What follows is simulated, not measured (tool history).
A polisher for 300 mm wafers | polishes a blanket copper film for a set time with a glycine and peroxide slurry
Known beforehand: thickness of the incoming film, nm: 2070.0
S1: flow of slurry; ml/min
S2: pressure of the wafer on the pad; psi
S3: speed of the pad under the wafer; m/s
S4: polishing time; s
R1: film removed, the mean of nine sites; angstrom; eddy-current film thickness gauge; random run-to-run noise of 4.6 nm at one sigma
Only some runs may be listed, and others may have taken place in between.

{"run": 1, "hour": 0.0, "S1": 255, "S2": 2.6, "S3": 1.1, "S4": 127, "R1": 8663.7}
{"run": 2, "hour": 3.5, "S1": 255, "S2": 2.5, "S3": 1.1, "S4": 127, "R1": 8587.9}
{"run": 3, "hour": 7.1, "S1": 255, "S2": 3.1, "S3": 1.1, "S4": 127, "R1": 10077}
{"run": 4, "hour": 12.8, "S1": 300, "S2": 3.1, "S3": 1.1, "S4": 127, "R1": 10002}
{"hour": 18.6, "done": "head pressure recalibrated"}
{"run": 5, "hour": 18.6, "S1": 300, "S2": 3.4, "S3": 1.1, "S4": 127, "R1": 9921.9}
{"run": 6, "hour": 25.7, "S1": 260, "S2": 3.4, "S3": 1.1, "S4": 127, "R1": 9820.2}

Run 7 is up next; what results do you expect?
{"run": 7, "hour": 26.6, "S1": 255, "S2": 3.2, "S3": 1.08, "S4": 127, "R1": "?"}

Run 7 gave R1 9450.2 angstrom.
